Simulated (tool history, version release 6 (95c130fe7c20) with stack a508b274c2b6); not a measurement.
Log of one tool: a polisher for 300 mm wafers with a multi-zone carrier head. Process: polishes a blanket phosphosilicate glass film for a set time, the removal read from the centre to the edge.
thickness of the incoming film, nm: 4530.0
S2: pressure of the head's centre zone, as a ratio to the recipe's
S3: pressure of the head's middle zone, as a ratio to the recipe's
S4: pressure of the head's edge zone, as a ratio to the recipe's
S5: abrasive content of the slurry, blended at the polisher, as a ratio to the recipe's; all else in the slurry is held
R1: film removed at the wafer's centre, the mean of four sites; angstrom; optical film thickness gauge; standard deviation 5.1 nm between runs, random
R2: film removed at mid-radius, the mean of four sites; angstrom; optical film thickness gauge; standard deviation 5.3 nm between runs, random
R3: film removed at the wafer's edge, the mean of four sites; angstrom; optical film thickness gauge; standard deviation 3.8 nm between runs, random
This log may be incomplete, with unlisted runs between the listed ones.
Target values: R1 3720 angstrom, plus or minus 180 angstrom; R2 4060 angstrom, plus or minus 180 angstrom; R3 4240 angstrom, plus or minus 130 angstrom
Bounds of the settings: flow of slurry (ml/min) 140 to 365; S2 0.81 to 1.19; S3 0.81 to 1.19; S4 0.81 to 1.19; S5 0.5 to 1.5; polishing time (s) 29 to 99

{"run": 1, "day": 0.0, "flow of slurry (ml/min)": 235, "S2": 1, "S3": 1, "S4": 1, "S5": 1, "polishing time (s)": 64, "R1": 6527.2, "R2": 6393, "R3": 6446.9}
{"run": 2, "day": 0.079, "flow of slurry (ml/min)": 230, "S2": 0.98, "S3": 0.99, "S4": 0.99, "S5": 0.95, "polishing time (s)": 63, "R1": 6055, "R2": 6124.1, "R3": 6163.7}
{"run": 3, "day": 0.171, "flow of slurry (ml/min)": 225, "S2": 0.97, "S3": 0.97, "S4": 0.98, "S5": 0.9, "polishing time (s)": 62, "R1": 5631.9, "R2": 5771.8, "R3": 5814.5}
{"run": 4, "day": 0.438, "flow of slurry (ml/min)": 220, "S2": 0.96, "S3": 0.95, "S4": 0.97, "S5": 0.85, "polishing time (s)": 62, "R1": 5563.7, "R2": 5656.8, "R3": 5535}
{"run": 5, "day": 0.675, "flow of slurry (ml/min)": 220, "S2": 0.94, "S3": 0.93, "S4": 0.99, "S5": 0.8, "polishing time (s)": 61, "R1": 5102.1, "R2": 5207.7, "R3": 5332.3}
{"run": 6, "day": 0.983, "flow of slurry (ml/min)": 220, "S2": 0.99, "S3": 0.93, "S4": 0.99, "S5": 0.8, "polishing time (s)": 61, "R1": 5470.4, "R2": 5350.2, "R3": 5439.9}
{"run": 7, "day": 1.15, "flow of slurry (ml/min)": 220, "S2": 0.99, "S3": 0.93, "S4": 0.99, "S5": 0.8, "polishing time (s)": 61, "R1": 5412.1, "R2": 5201.8, "R3": 5353.7}
{"run": 8, "day": 1.292, "flow of slurry (ml/min)": 215, "S2": 0.97, "S3": 0.92, "S4": 0.99, "S5": 0.75, "polishing time (s)": 61, "R1": 5201.3, "R2": 5005.7, "R3": 5092.8}
{"run": 9, "day": 1.367, "flow of slurry (ml/min)": 215, "S2": 0.95, "S3": 0.92, "S4": 1, "S5": 0.7, "polishing time (s)": 61, "R1": 4893.5, "R2": 4761.9, "R3": 4924.4}
{"run": 10, "day": 1.733, "flow of slurry (ml/min)": 210, "S2": 0.93, "S3": 0.92, "S4": 1, "S5": 0.7, "polishing time (s)": 61, "R1": 4635.9, "R2": 4707.9, "R3": 4983}
{"run": 11, "day": 1.9, "flow of slurry (ml/min)": 205, "S2": 0.92, "S3": 0.91, "S4": 0.99, "S5": 0.7, "polishing time (s)": 61, "R1": 4482.2, "R2": 4664.3, "R3": 4906.8}
{"run": 12, "day": 2.092, "flow of slurry (ml/min)": 200, "S2": 0.91, "S3": 0.9, "S4": 0.98, "S5": 0.7, "polishing time (s)": 61, "R1": 4479.4, "R2": 4754.6, "R3": 4992.5}
{"run": 13, "day": 2.396, "flow of slurry (ml/min)": 200, "S2": 0.9, "S3": 0.9, "S4": 0.98, "S5": 0.65, "polishing time (s)": 61, "R1": 4297.5, "R2": 4481.9, "R3": 4660.6}
{"run": 14, "day": 2.683, "flow of slurry (ml/min)": 200, "S2": 0.89, "S3": 0.89, "S4": 0.98, "S5": 0.65, "polishing time (s)": 61, "R1": 4224.2, "R2": 4399.4, "R3": 4682.6}
{"run": 15, "day": 2.879, "flow of slurry (ml/min)": 200, "S2": 0.88, "S3": 0.89, "S4": 0.97, "S5": 0.65, "polishing time (s)": 61, "R1": 4080.4, "R2": 4365, "R3": 4617.8}
{"run": 16, "day": 3.025, "flow of slurry (ml/min)": 200, "S2": 0.88, "S3": 0.88, "S4": 0.96, "S5": 0.65, "polishing time (s)": 61, "R1": 4170.1, "R2": 4470, "R3": 4638.7}

Which single option among these 4 for the next run brings every result within its allowed miss of target? Just one does.
{"run": "A", "day": 3.171, "flow of slurry (ml/min)": 240, "S2": 0.89, "S3": 0.88, "S4": 0.89, "S5": 0.65, "polishing time (s)": 67, "R1": "?", "R2": "?", "R3": "?"}
{"run": "B", "day": 3.171, "flow of slurry (ml/min)": 225, "S2": 0.83, "S3": 0.83, "S4": 0.87, "S5": 0.55, "polishing time (s)": 66, "R1": "?", "R2": "?", "R3": "?"}
{"run": "C", "day": 3.171, "flow of slurry (ml/min)": 260, "S2": 1.06, "S3": 1.09, "S4": 0.81, "S5": 0.55, "polishing time (s)": 64, "R1": "?", "R2": "?", "R3": "?"}
{"run": "D", "day": 3.171, "flow of slurry (ml/min)": 205, "S2": 0.96, "S3": 1.07, "S4": 0.81, "S5": 0.6, "polishing time (s)": 63, "R1": "?", "R2": "?", "R3": "?"}

move=A R1=4631.6 R2=4858.1 R3=5051.4
move=B R1=3733.7 R2=4085.6 R3=4343.4
move=C R1=4697.7 R2=4620 R3=4130.1
move=D R1=4378.8 R2=4722.4 R3=4284.3
A: its largest miss is bigger than the last run's
B: in spec on every target
C: the furthest-off result lands on target, but another misses its tolerance
D: the furthest-off result lands on target, but another misses its tolerance
Answer: B
